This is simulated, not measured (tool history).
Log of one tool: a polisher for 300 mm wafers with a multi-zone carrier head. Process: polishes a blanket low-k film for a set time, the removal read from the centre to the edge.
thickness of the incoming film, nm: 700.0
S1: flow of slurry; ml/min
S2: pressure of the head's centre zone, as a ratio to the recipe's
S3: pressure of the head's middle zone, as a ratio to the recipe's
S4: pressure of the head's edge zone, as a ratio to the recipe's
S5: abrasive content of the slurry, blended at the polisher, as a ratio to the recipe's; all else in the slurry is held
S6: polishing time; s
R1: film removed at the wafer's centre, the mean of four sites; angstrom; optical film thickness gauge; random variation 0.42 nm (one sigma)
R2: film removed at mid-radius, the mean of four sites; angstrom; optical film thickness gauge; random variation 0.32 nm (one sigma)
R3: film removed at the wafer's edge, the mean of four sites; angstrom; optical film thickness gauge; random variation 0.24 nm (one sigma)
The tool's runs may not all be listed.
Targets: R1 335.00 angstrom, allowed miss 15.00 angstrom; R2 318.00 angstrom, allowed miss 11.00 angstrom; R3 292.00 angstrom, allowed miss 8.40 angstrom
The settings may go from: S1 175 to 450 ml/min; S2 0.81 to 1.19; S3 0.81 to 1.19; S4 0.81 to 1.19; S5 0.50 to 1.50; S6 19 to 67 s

Run 1, hour 0.0: S1 290 ml/min, S2 1.00, S3 1.00, S4 1.00, S5 1.00, S6 43 s. Result: R1 212.07 angstrom, R2 215.08 angstrom, R3 211.94 angstrom.
Run 2, hour 6.3: S1 290 ml/min, S2 0.93, S3 1.00, S4 1.00, S5 1.00, S6 43 s. Result: R1 201.51 angstrom, R2 219.01 angstrom, R3 211.61 angstrom.
Run 3, hour 7.2: S1 300 ml/min, S2 0.99, S3 1.03, S4 1.00, S5 1.10, S6 44 s. Result: R1 232.59 angstrom, R2 238.99 angstrom, R3 230.30 angstrom.
Run 4, hour 8.6: S1 300 ml/min, S2 0.99, S3 1.03, S4 1.00, S5 0.90, S6 44 s. Result: R1 206.94 angstrom, R2 213.05 angstrom, R3 200.25 angstrom.
Run 5, hour 17.3: S1 300 ml/min, S2 0.99, S3 1.03, S4 1.00, S5 1.05, S6 44 s. Result: R1 230.24 angstrom, R2 230.88 angstrom, R3 219.30 angstrom.
Run 6, hour 24.0: S1 300 ml/min, S2 0.99, S3 1.05, S4 1.01, S5 1.15, S6 44 s. Result: R1 240.46 angstrom, R2 248.08 angstrom, R3 232.57 angstrom.
Run 7, hour 28.5: S1 305 ml/min, S2 1.01, S3 1.06, S4 1.02, S5 1.25, S6 44 s. Result: R1 262.06 angstrom, R2 259.66 angstrom, R3 244.94 angstrom.
Run 8, hour 32.9: S1 310 ml/min, S2 1.02, S3 1.07, S4 1.03, S5 1.30, S6 44 s. Result: R1 264.03 angstrom, R2 268.61 angstrom, R3 249.84 angstrom.
Run 9, hour 34.5: S1 310 ml/min, S2 1.04, S3 1.08, S4 1.03, S5 1.35, S6 45 s. Result: R1 275.22 angstrom, R2 279.28 angstrom, R3 258.61 angstrom.
Run 10, hour 39.7: S1 320 ml/min, S2 1.07, S3 1.09, S4 1.04, S5 1.40, S6 46 s. Result: R1 294.79 angstrom, R2 298.02 angstrom, R3 268.69 angstrom.
Run 11, hour 40.6: S1 320 ml/min, S2 1.09, S3 1.08, S4 1.05, S5 1.40, S6 46 s. Result: R1 303.99 angstrom, R2 286.31 angstrom, R3 273.99 angstrom.

5 next moves are on the table. One of them brings every result within its allowed miss. Which?
Run A, hour 41.5: S1 310 ml/min, S2 1.19, S3 0.83, S4 1.19, S5 1.45, S6 48 s. Result: R1 ?, R2 ?, R3 ?.
Run B, hour 41.5: S1 315 ml/min, S2 1.15, S3 1.04, S4 1.05, S5 1.45, S6 48 s. Result: R1 ?, R2 ?, R3 ?.
Run C, hour 41.5: S1 315 ml/min, S2 1.06, S3 1.17, S4 1.01, S5 1.30, S6 48 s. Result: R1 ?, R2 ?, R3 ?.
Run D, hour 41.5: S1 260 ml/min, S2 1.19, S3 1.17, S4 1.13, S5 1.40, S6 48 s. Result: R1 ?, R2 ?, R3 ?.
Run E, hour 41.5: S1 300 ml/min, S2 1.12, S3 1.10, S4 1.09, S5 1.40, S6 46 s. Result: R1 ?, R2 ?, R3 ?.

move      R1      R2      R3
   A  349.29  245.84  310.87
   B  339.20  297.13  291.05
   C  300.43  313.84  272.07
   D  341.03  320.11  294.53
   E  311.74  293.57  279.24
A: further off than the last run
B: nearer than the last run, and not there yet
C: brings the result that was furthest off to its target, and leaves another outside
D: meets every target
E: nearer than the last run, and not there yet
The right move is D.
